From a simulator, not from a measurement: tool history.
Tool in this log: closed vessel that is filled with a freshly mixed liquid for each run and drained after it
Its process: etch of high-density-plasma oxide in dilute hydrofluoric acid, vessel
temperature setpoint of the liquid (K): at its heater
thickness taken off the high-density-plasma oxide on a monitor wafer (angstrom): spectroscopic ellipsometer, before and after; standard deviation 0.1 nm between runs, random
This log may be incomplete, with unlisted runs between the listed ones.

| run | hour | temperature setpoint of the liquid (K) | parts of water to one part of 49 % hydrofluoric acid (parts by volume) | time in the liquid (s) | thickness taken off the high-density-plasma oxide on a monitor wafer (angstrom) |
|---|---|---|---|---|---|
| 1 | 0.0 | 296.15 | 235 | 170 | 32.173 |
| 2 | 0.7 | 298.65 | 175 | 170 | 49.531 |
| 3 | 1.3 | 298.65 | 215 | 170 | 39.318 |
| 4 | 8.6 | 298.65 | 215 | 130 | 30.002 |
| 5 | 16.5 | 298.65 | 155 | 135 | 46.551 |
| 6 | 20.4 | 300.15 | 155 | 135 | 48.316 |
| 7 | 26.5 | 300.15 | 155 | 135 | 48.760 |
| 8 | 32.5 | 301.15 | 115 | 135 | 70.690 |

Run 9, settings as shown, results not yet in. Your forecast:
| 9 | 35.8 | 304.15 | 80 | 135 | ? |

{"run 9": {"thickness taken off the high-density-plasma oxide on a monitor wafer (angstrom)": 120.2}}
